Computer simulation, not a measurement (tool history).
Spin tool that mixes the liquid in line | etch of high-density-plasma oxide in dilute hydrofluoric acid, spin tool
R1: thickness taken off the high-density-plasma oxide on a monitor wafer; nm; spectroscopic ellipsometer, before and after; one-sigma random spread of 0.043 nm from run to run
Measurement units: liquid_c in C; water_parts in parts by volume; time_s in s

Run 1, hour 0: liquid_c 20 C, water_parts 150 parts by volume, time_s 90 s. Result: R1 2.5094 nm.
Run 2, hour 4.3: liquid_c 22.5 C, water_parts 115 parts by volume, time_s 90 s. Result: R1 3.7787 nm.
Run 3, hour 13.1: liquid_c 22.5 C, water_parts 150 parts by volume, time_s 90 s. Result: R1 2.7635 nm.
Run 4, hour 21.6: liquid_c 24 C, water_parts 120 parts by volume, time_s 90 s. Result: R1 3.8443 nm.
Run 5, hour 26.3: liquid_c 24 C, water_parts 120 parts by volume, time_s 70 s. Result: R1 2.9816 nm.
Run 6, hour 30.3: liquid_c 24 C, water_parts 85 parts by volume, time_s 70 s. Result: R1 4.3922 nm.
Run 7, hour 34.4: liquid_c 25 C, water_parts 70 parts by volume, time_s 70 s. Result: R1 5.5896 nm.
Run 8, hour 36.4: liquid_c 26 C, water_parts 60 parts by volume, time_s 70 s. Result: R1 6.9155 nm.
Run 9, hour 42.8: liquid_c 26.5 C, water_parts 60 parts by volume, time_s 70 s. Result: R1 7.1224 nm.
Run 10, hour 46.5: liquid_c 27 C, water_parts 60 parts by volume, time_s 70 s. Result: R1 7.2219 nm.

What will run 11 give?
Run 11, hour 47.1: liquid_c 27.5 C, water_parts 60 parts by volume, time_s 70 s. Result: R1 ?.

Run 11 measured R1 7.367 nm.

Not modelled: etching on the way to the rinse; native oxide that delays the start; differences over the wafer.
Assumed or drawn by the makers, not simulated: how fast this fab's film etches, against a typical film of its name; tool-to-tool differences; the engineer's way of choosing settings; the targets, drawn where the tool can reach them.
